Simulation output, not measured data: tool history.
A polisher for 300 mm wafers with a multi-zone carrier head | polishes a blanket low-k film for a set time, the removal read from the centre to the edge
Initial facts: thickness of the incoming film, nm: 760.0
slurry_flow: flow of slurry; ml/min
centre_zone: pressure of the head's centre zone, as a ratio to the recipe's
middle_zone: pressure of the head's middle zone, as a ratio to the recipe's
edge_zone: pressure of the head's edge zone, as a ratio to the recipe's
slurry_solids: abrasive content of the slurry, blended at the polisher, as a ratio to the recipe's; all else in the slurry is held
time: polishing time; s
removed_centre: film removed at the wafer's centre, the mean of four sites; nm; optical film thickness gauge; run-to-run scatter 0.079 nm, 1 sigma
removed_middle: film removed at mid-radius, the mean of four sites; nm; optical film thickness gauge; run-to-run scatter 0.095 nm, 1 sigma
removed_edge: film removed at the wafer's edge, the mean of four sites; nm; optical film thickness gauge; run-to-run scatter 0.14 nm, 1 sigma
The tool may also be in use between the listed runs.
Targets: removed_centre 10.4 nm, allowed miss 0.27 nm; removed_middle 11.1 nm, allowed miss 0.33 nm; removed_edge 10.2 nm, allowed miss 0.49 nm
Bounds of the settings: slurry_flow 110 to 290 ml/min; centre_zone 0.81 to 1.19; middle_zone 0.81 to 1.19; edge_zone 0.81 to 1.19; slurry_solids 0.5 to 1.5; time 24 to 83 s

run	hour	slurry_flow	centre_zone	middle_zone	edge_zone	slurry_solids	time	removed_centre	removed_middle	removed_edge
1	0	185	1	1	1	1	53	19.751	20.182	20.005
2	3.4	185	1	1	1.07	1	53	19.785	19.851	20.237
3	11.5	185	1	1	1.05	0.95	50	18.185	17.912	18.602
4	19.9	185	1	1	0.99	0.95	50	18.196	18.372	18.188
5	25.7	210	1	1	0.99	0.95	50	18.4	18.676	18.159
6	26.8	180	1	1	0.99	0.95	50	17.874	18.265	18.017
7	28.1	185	0.99	1	0.97	0.9	48	16.605	17.036	16.871
8	36.7	195	0.99	1	0.96	0.85	46	15.473	15.966	15.774
9	44.9	195	0.99	1	0.96	0.85	46	15.47	15.871	15.504
10	52	205	0.98	1	0.95	0.8	45	14.48	15.054	14.253
11	56.2	215	0.96	0.98	0.94	0.75	45	13.803	14.206	14.233
12	62.9	220	0.96	0.98	0.93	0.7	44	12.81	13.018	12.878
13	67.6	225	0.95	0.98	0.92	0.7	44	12.536	13.04	12.85
14	72.5	230	0.95	0.98	0.91	0.7	44	12.663	13.21	12.657
15	78.1	230	0.95	0.98	0.91	0.7	44	12.836	13.222	12.832
16	84	235	0.94	0.98	0.9	0.7	44	12.67	13.069	12.476
17	89.7	240	0.93	0.98	0.89	0.7	44	12.438	13.19	12.589
18	98	245	0.93	0.98	0.88	0.7	44	12.581	13.224	12.819
19	105.1	245	0.93	0.98	0.87	0.7	44	12.408	13.251	12.739
20	112.5	250	0.93	0.98	0.86	0.7	44	12.506	13.147	12.586
21	119.7	255	0.93	0.98	0.85	0.7	44	12.569	13.241	12.585
22	127.6	260	0.93	0.98	0.85	0.7	44	12.725	13.423	12.947
23	136.2	245	0.93	0.98	0.85	0.7	44	12.589	13.19	12.336
24	140.3	235	0.92	0.97	0.85	0.7	44	12.41	13.068	12.317
25	148.5	230	0.91	0.96	0.85	0.7	44	12.045	12.959	12.381
26	152.7	225	0.91	0.96	0.85	0.7	44	11.947	12.796	12.037
27	161.6	215	0.91	0.95	0.85	0.7	44	11.875	12.68	12.485
28	165.5	220	0.91	0.95	0.85	0.7	44	11.981	12.705	12.114

5 next moves are on the table. One of them brings every result within its allowed miss. Which?
A	169.4	235	0.99	0.87	0.89	0.7	37	?	?	?
B	169.4	160	0.83	1.06	0.81	0.9	45	?	?	?
C	169.4	290	0.89	0.91	0.83	0.75	50	?	?	?
D	169.4	260	0.81	0.95	0.82	0.7	49	?	?	?
E	169.4	140	0.96	1.01	0.81	0.65	42	?	?	?

move	removed_centre	removed_middle	removed_edge
A	11.127	10.114	10.643
B	12.711	16.407	14.385
C	14.667	15.368	15.129
D	12.209	14.604	13.844
E	10.37	11.134	10.269
A: closer than the last run, but not yet in spec
B: lands further from the targets than the last run did
C: lands further from the targets than the last run did
D: lands further from the targets than the last run did
E: each result inside its tolerance
Correct choice: E, which meets every target
